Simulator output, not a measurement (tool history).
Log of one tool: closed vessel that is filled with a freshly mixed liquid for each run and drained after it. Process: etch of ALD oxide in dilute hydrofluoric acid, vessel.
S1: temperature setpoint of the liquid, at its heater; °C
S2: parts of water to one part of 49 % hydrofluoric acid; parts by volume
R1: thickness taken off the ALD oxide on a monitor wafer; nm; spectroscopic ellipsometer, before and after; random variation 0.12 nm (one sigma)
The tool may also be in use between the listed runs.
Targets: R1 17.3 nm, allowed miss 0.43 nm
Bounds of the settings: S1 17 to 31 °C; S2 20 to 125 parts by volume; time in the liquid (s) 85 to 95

run 1 hour=0 | S1=23 S2=70 time_in_the_liquid_(s)=85 | R1=21.558
run 2 hour=0.9 | S1=22.5 S2=70 time_in_the_liquid_(s)=85 | R1=21.07
run 3 hour=2.6 | S1=22 S2=70 time_in_the_liquid_(s)=85 | R1=20.49
run 4 hour=10.4 | S1=24 S2=70 time_in_the_liquid_(s)=85 | R1=22.163
run 5 hour=19.3 | S1=23 S2=70 time_in_the_liquid_(s)=85 | R1=21.109
run 6 hour=22.1 | S1=23 S2=95 time_in_the_liquid_(s)=85 | R1=15.197
run 7 hour=23.9 | S1=23.5 S2=95 time_in_the_liquid_(s)=85 | R1=15.362
run 8 hour=32.7 | S1=24 S2=95 time_in_the_liquid_(s)=85 | R1=15.754
run 9 hour=37.9 | S1=24.5 S2=95 time_in_the_liquid_(s)=85 | R1=16.179
run 10 hour=39.9 | S1=25.5 S2=95 time_in_the_liquid_(s)=85 | R1=16.794

4 next moves are on the table. One of them brings every result within its allowed miss. Which?
run A hour=41.9 | S1=23.5 S2=90 time_in_the_liquid_(s)=90 | R1=?
run B hour=41.9 | S1=24.5 S2=85 time_in_the_liquid_(s)=85 | R1=?
run C hour=41.9 | S1=23.5 S2=85 time_in_the_liquid_(s)=90 | R1=?
run D hour=41.9 | S1=28.5 S2=105 time_in_the_liquid_(s)=95 | R1=?

move=A R1=17.447
move=B R1=18.272
move=C R1=18.588
move=D R1=18.813
A: meets every target
B: takes the result that was furthest off past its target
C: takes the result that was furthest off past its target
D: takes the result that was furthest off past its target
Move A is the one to make.

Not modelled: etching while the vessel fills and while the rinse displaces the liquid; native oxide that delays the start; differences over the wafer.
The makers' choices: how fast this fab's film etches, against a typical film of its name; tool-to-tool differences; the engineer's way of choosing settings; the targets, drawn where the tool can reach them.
